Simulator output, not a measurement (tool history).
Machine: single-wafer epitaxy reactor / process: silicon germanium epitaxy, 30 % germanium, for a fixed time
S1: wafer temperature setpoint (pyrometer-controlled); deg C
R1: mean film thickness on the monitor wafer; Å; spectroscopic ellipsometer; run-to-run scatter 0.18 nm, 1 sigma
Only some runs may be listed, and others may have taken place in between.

Run 1, day 0: S1 585 deg C, chamber pressure (Torr) 22.8. Result: R1 473.82 Å.
Run 2, day 0.121: S1 591 deg C, chamber pressure (Torr) 22.8. Result: R1 541.85 Å.
Run 3, day 0.488: S1 591 deg C, chamber pressure (Torr) 24.2. Result: R1 550.06 Å.
Run 4, day 0.704: S1 584 deg C, chamber pressure (Torr) 24. Result: R1 474.37 Å.
Run 5, day 1.038: S1 584 deg C, chamber pressure (Torr) 22.3. Result: R1 454.94 Å.
Run 6, day 1.229: S1 590 deg C, chamber pressure (Torr) 22.3. Result: R1 521.85 Å.
Run 7, day 1.433: S1 584 deg C, chamber pressure (Torr) 22.2. Result: R1 459.66 Å.
Run 8, day 1.712: S1 584 deg C, chamber pressure (Torr) 22.2. Result: R1 459.72 Å.

Predict the results of run 9:
Run 9, day 2.038: S1 580 deg C, chamber pressure (Torr) 22.1. Result: R1 ?.

Run 9 came out at R1 419.64 Å.
